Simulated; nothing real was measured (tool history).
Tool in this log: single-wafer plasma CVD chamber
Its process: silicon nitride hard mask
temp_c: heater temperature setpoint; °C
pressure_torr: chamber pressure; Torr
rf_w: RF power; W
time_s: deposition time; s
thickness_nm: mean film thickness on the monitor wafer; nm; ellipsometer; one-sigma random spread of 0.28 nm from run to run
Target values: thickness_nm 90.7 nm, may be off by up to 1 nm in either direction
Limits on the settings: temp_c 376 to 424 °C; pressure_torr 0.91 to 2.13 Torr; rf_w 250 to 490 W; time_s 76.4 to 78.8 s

run  hour  temp_c  pressure_torr  rf_w  time_s  thickness_nm
  1     0     400           1.52   370    76.4        102.89
  2   3.9     400           1.52   370    76.4        102.77
  3   9.6     400           1.46   370    76.4        100.76
  4    13     400           1.71   370    76.4        108.14
  5  20.5     400           1.71   370    78.8        110.49
  6  24.6     400           1.63   370    78.8         108.8
  7  33.3     400           1.33   335    78.7        94.019
  8  39.4     400           1.32   335    78.7        93.737
  9  45.8     400           1.31   335    78.7        93.628
 10  47.8     400            1.3   335    78.7        93.111
 11    52     400           1.29   335    78.7        92.955
 12  56.7     400           1.28   335    78.7        92.556
 13    58     400           1.27   335    78.7        92.094

Which one of the following 5 next-run settings gets every result inside its allowed miss? There is exactly one.
  A  59.3     395           1.24   365      78             ?
  B  59.3     402           1.28   335    78.8             ?
  C  59.3     398           1.33   325    76.9             ?
  D  59.3     396           1.56   305    78.5             ?
  E  59.3     396           1.28   345    77.6             ?

move  thickness_nm
   A        95.089
   B         92.52
   C        90.496
   D        95.399
   E        92.962
A: moves away from the targets compared with the last run
B: moves away from the targets compared with the last run
C: each result inside its tolerance
D: moves away from the targets compared with the last run
E: moves away from the targets compared with the last run
Correct choice: C, which meets every target

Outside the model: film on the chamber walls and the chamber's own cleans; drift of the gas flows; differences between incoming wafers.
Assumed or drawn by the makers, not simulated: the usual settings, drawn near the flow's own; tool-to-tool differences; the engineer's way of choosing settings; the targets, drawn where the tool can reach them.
